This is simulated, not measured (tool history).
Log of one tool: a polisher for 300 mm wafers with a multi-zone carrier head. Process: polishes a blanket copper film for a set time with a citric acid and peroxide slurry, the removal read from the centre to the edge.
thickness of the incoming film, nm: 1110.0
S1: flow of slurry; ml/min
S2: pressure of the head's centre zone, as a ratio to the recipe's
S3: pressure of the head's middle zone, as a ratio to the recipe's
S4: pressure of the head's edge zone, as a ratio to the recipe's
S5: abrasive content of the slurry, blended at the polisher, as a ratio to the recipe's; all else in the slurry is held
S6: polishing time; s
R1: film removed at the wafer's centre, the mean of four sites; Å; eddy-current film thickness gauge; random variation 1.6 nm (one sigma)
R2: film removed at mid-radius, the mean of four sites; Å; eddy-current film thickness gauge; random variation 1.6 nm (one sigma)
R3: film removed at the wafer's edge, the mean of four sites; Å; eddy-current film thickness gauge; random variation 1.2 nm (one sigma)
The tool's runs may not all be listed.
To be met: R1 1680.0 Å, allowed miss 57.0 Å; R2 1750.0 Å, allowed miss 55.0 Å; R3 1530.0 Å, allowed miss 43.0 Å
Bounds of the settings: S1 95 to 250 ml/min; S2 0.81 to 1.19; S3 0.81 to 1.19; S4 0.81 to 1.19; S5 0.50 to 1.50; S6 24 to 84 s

run,hour,S1,S2,S3,S4,S5,S6,R1,R2,R3
1,0.0,160,1.00,1.00,1.00,1.00,54,1309.1,1351.0,1339.3
2,2.5,175,1.03,1.04,1.02,1.05,54,1412.2,1444.8,1352.7
3,7.3,185,1.04,1.06,1.05,1.15,54,1481.8,1520.5,1430.7
4,9.5,195,1.05,1.08,1.06,1.15,54,1475.4,1560.5,1442.6
5,11.9,195,1.05,1.01,1.06,1.15,54,1494.3,1477.0,1440.6
6,14.5,195,1.05,1.04,1.06,1.15,54,1465.8,1502.5,1430.7
7,17.4,195,1.05,1.04,1.06,1.15,54,1506.8,1502.2,1446.4
8,22.8,205,1.06,1.07,1.07,1.20,54,1542.9,1542.0,1493.8
9,25.1,200,1.07,1.10,1.05,1.20,55,1580.2,1605.7,1481.5
10,31.7,205,1.08,1.12,1.05,1.20,55,1617.1,1643.9,1484.2
11,34.9,210,1.08,1.13,1.05,1.20,55,1623.0,1698.1,1495.4
12,36.2,215,1.08,1.13,1.05,1.20,55,1620.9,1689.0,1501.4
13,41.1,220,1.08,1.13,1.05,1.20,55,1619.0,1692.3,1493.7
14,48.1,220,1.08,1.13,1.05,1.20,55,1612.4,1686.8,1506.5

4 next moves are on the table. One of them brings every result within its allowed miss. Which?
A,55.1,235,1.14,1.19,1.11,0.95,58,?,?,?
B,55.1,250,1.00,1.19,0.99,1.05,57,?,?,?
C,55.1,210,1.02,1.09,1.06,1.15,57,?,?,?
D,55.1,215,1.11,1.19,1.00,1.05,57,?,?,?

move,R1,R2,R3
A,1697.3,1739.2,1550.9
B,1516.4,1773.3,1490.3
C,1549.6,1651.9,1558.8
D,1651.1,1740.8,1477.7
A: meets every target
B: further off than the last run
C: further off than the last run
D: brings the result that was furthest off to its target, and leaves another outside
Answer: A
